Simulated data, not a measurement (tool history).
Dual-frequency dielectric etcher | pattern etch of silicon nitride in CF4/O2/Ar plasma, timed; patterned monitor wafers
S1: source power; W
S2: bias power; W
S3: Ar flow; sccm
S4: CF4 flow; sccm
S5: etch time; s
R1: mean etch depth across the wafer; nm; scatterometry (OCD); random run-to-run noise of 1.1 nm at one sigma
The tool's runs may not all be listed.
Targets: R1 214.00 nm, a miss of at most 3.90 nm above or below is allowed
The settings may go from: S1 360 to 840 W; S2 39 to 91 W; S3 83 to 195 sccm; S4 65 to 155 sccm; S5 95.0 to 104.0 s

{"run": 1, "hour": 0.0, "S1": 600, "S2": 65, "S3": 139, "S4": 110, "S5": 104.0, "R1": 246.52}
{"run": 2, "hour": 2.9, "S1": 600, "S2": 74, "S3": 139, "S4": 110, "S5": 104.0, "R1": 254.48}
{"run": 3, "hour": 8.7, "S1": 570, "S2": 74, "S3": 139, "S4": 110, "S5": 104.0, "R1": 243.83}
{"run": 4, "hour": 16.8, "S1": 550, "S2": 74, "S3": 139, "S4": 110, "S5": 104.0, "R1": 234.11}
{"run": 5, "hour": 25.0, "S1": 550, "S2": 74, "S3": 139, "S4": 91, "S5": 104.0, "R1": 225.41}
{"run": 6, "hour": 29.1, "S1": 490, "S2": 74, "S3": 139, "S4": 91, "S5": 104.0, "R1": 199.24}
{"run": 7, "hour": 33.9, "S1": 500, "S2": 74, "S3": 139, "S4": 91, "S5": 104.0, "R1": 202.51}
{"run": 8, "hour": 36.5, "S1": 510, "S2": 74, "S3": 139, "S4": 91, "S5": 104.0, "R1": 207.36}

Below are 4 possible settings for the next run. Only one of them brings all results inside the allowed miss of their targets. Which is it?
{"run": "A", "hour": 39.1, "S1": 560, "S2": 64, "S3": 135, "S4": 79, "S5": 101.5, "R1": "?"}
{"run": "B", "hour": 39.1, "S1": 500, "S2": 74, "S3": 160, "S4": 96, "S5": 102.5, "R1": "?"}
{"run": "C", "hour": 39.1, "S1": 510, "S2": 62, "S3": 138, "S4": 101, "S5": 104.0, "R1": "?"}
{"run": "D", "hour": 39.1, "S1": 680, "S2": 60, "S3": 165, "S4": 71, "S5": 95.0, "R1": "?"}

move=A R1=205.42
move=B R1=200.73
move=C R1=199.43
move=D R1=214.84
A: the biggest miss grows against the last run
B: the biggest miss grows against the last run
C: the biggest miss grows against the last run
D: in spec on every target
Answer: D
